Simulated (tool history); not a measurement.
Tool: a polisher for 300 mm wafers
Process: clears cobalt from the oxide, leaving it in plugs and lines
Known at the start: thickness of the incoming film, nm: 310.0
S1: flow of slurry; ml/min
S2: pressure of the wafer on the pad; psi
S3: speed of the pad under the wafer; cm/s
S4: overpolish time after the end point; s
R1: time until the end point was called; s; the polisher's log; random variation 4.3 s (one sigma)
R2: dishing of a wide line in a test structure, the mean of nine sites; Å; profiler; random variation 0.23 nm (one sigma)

{"run": 1, "hour": 0.0, "S1": 315, "S2": 1.6, "S3": 98, "S4": 11, "R1": 88.385, "R2": 289.17}
{"run": 2, "hour": 8.4, "S1": 310, "S2": 1.3, "S3": 84, "S4": 11, "R1": 119.42, "R2": 228.45}
{"run": 3, "hour": 13.1, "S1": 305, "S2": 1.1, "S3": 70, "S4": 11, "R1": 162.18, "R2": 181.15}
{"run": 4, "hour": 15.8, "S1": 305, "S2": 1.5, "S3": 70, "S4": 11, "R1": 120.17, "R2": 232.23}
{"run": 5, "hour": 17.0, "S1": 305, "S2": 1.2, "S3": 64, "S4": 11, "R1": 159.83, "R2": 180.77}
{"run": 6, "hour": 24.7, "S1": 305, "S2": 1, "S3": 62, "S4": 12, "R1": 192.82, "R2": 163.28}

Forecast run 7:
{"run": 7, "hour": 32.8, "S1": 305, "S2": 0.9, "S3": 62, "S4": 12, "R1": "?", "R2": "?"}

R1: 208.36 s
R2: 153.07 Å
